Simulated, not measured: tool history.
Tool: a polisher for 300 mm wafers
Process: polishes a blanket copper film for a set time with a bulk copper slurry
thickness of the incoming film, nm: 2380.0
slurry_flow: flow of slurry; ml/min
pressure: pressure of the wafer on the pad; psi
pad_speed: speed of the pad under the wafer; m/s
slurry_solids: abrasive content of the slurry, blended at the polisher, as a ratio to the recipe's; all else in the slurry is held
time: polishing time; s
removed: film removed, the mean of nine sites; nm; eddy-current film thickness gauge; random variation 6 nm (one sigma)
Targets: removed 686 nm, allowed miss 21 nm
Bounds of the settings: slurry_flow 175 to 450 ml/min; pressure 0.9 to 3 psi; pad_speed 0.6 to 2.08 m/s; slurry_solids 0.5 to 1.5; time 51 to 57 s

run  hour  slurry_flow  pressure  pad_speed  slurry_solids  time  removed
  1     0          290       1.9       1.34              1    57   490.26
  2   4.7          290       2.1       1.34              1    57   520.87
  3  10.4          290       2.4       1.34              1    57   578.95
  4  15.4          290       2.5       1.34              1    57   593.36
  5  21.9          220       2.5       1.34              1    57   563.95
  6  30.8          220       2.5       1.34              1    51   505.98
     37.3  -- slurry blender recalibrated
  7  37.3          265       2.6       1.34              1    51   574.32
  8    46          295       2.6       1.34              1    51   592.58
  9  49.3          320       2.6       1.34              1    51   593.79
 10  52.3          340       2.7       1.34              1    51   625.28
 11  60.2          355       2.7       1.34              1    51   623.79
 12  68.2          365       2.8       1.34              1    51   630.92
 13  73.1          365       2.9       1.34              1    51   655.51

4 next moves are on the table. One of them brings every result within its allowed miss. Which?
  A    78          380       2.8       1.32           1.05    55        ?
  B    78          395       2.6       1.38           0.95    52        ?
  C    78          365       2.9        1.2           1.05    51        ?
  D    78          355       2.9       1.16              1    54        ?

move  removed
   A   693.51
   B   626.86
   C   614.25
   D   625.71
A: meets every target
B: further off than the last run
C: further off than the last run
D: further off than the last run
The right move is A.
